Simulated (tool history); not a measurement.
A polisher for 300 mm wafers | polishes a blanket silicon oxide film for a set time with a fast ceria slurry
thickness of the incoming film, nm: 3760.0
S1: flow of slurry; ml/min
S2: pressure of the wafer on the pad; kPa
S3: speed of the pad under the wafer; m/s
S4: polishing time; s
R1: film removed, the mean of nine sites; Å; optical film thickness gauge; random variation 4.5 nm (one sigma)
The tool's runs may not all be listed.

{"run": 1, "hour": 0.0, "S1": 200, "S2": 17.2, "S3": 0.98, "S4": 41, "R1": 5233.6}
{"run": 2, "hour": 3.8, "S1": 200, "S2": 17.2, "S3": 0.98, "S4": 37, "R1": 4669.6}
{"run": 3, "hour": 9.8, "S1": 200, "S2": 17.2, "S3": 0.98, "S4": 37, "R1": 4652.5}
{"run": 4, "hour": 15.9, "S1": 200, "S2": 15.2, "S3": 0.98, "S4": 37, "R1": 4153.4}
{"run": 5, "hour": 17.7, "S1": 200, "S2": 18.6, "S3": 0.98, "S4": 37, "R1": 5053.1}
{"run": 6, "hour": 21.9, "S1": 200, "S2": 16.5, "S3": 0.96, "S4": 37, "R1": 4449.9}

Run 7 comes next. What will it give?
{"run": 7, "hour": 29.7, "S1": 200, "S2": 15.2, "S3": 0.96, "S4": 37, "R1": "?"}

{"run 7": {"R1": 3985.0}}
